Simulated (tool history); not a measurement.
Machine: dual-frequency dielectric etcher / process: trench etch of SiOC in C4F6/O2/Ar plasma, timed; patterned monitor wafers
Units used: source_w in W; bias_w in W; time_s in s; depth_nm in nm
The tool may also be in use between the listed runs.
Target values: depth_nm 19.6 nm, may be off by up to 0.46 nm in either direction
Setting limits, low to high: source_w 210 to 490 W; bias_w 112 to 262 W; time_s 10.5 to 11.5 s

run,day,source_w,bias_w,time_s,depth_nm
1,0,350,187,11.5,21.957
2,0.054,410,187,11.5,23.695
3,0.25,410,162,11.5,22.762
4,0.567,410,162,10.5,20.934
5,0.762,400,160,10.5,20.742
6,0.804,400,187,10.5,21.256
7,0.962,380,183,10.5,20.743
8,1.138,370,181,10.5,20.275
9,1.358,360,180,10.5,20.174
10,1.496,360,180,10.5,20.194

Next run, 5 choices. One meets every target within its allowed miss, the rest don't. Which?
A,1.633,360,193,10.5,?
B,1.633,410,192,10.5,?
C,1.633,380,173,11,?
D,1.633,360,182,11,?
E,1.633,330,183,10.5,?

move,depth_nm
A,20.346
B,21.443
C,21.366
D,21.085
E,19.434
A: moves away from the targets compared with the last run
B: moves away from the targets compared with the last run
C: moves away from the targets compared with the last run
D: moves away from the targets compared with the last run
E: all results in spec
Go with E: it meets all targets.
